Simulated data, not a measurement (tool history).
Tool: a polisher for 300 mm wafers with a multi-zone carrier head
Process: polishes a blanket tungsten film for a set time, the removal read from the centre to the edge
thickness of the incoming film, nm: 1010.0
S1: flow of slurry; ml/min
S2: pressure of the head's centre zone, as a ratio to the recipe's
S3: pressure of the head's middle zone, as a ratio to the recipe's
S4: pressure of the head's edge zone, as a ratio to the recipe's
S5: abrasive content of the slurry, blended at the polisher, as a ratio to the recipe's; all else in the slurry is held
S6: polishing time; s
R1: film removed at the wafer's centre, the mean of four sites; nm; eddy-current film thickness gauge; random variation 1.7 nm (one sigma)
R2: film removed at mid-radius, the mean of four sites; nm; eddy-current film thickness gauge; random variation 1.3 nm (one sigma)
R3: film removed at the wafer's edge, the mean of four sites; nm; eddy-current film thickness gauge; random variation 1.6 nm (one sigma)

| run | hour | S1 | S2 | S3 | S4 | S5 | S6 | R1 | R2 | R3 |
|---|---|---|---|---|---|---|---|---|---|---|
| 1 | 0 | 210 | 1 | 1 | 1 | 1 | 59 | 318.14 | 309.68 | 319.43 |
| 2 | 2.7 | 240 | 1 | 1 | 1 | 1 | 59 | 328.99 | 316.91 | 319.56 |
| 3 | 8.1 | 265 | 0.96 | 0.99 | 0.96 | 0.85 | 52 | 265.68 | 263.81 | 266.58 |
| 4 | 13.2 | 280 | 0.95 | 1.01 | 0.92 | 0.75 | 48 | 237.12 | 241.21 | 234.4 |
| 5 | 14.1 | 285 | 0.94 | 1.02 | 0.89 | 0.7 | 45 | 215.57 | 223.18 | 208.79 |
| 6 | 20.7 | 285 | 0.94 | 1.02 | 0.89 | 0.7 | 31 | 147.94 | 153 | 143.21 |
| 7 | 28.1 | 295 | 0.97 | 1.06 | 0.94 | 0.8 | 31 | 159.1 | 164.84 | 152.52 |
| 8 | 29.8 | 300 | 0.99 | 1.09 | 0.98 | 0.9 | 31 | 168.51 | 176.49 | 164.65 |
| 9 | 31.6 | 300 | 0.99 | 1.09 | 0.98 | 0.9 | 31 | 171.63 | 176.7 | 166.45 |
| 10 | 37.8 | 305 | 1 | 1.11 | 0.99 | 0.9 | 31 | 169.72 | 176.72 | 166.76 |
| 11 | 44.3 | 310 | 1.01 | 1.13 | 0.99 | 0.95 | 31 | 174.62 | 183.12 | 167.79 |
| 12 | 49.8 | 310 | 1.02 | 1.14 | 1 | 0.95 | 31 | 176.46 | 186.15 | 168.96 |

Run 13 comes next. What will it give?
| 13 | 56 | 310 | 1.02 | 1.15 | 1.01 | 0.95 | 31 | ? | ? | ? |

R1: 177.49 nm
R2: 187.15 nm
R3: 169.49 nm
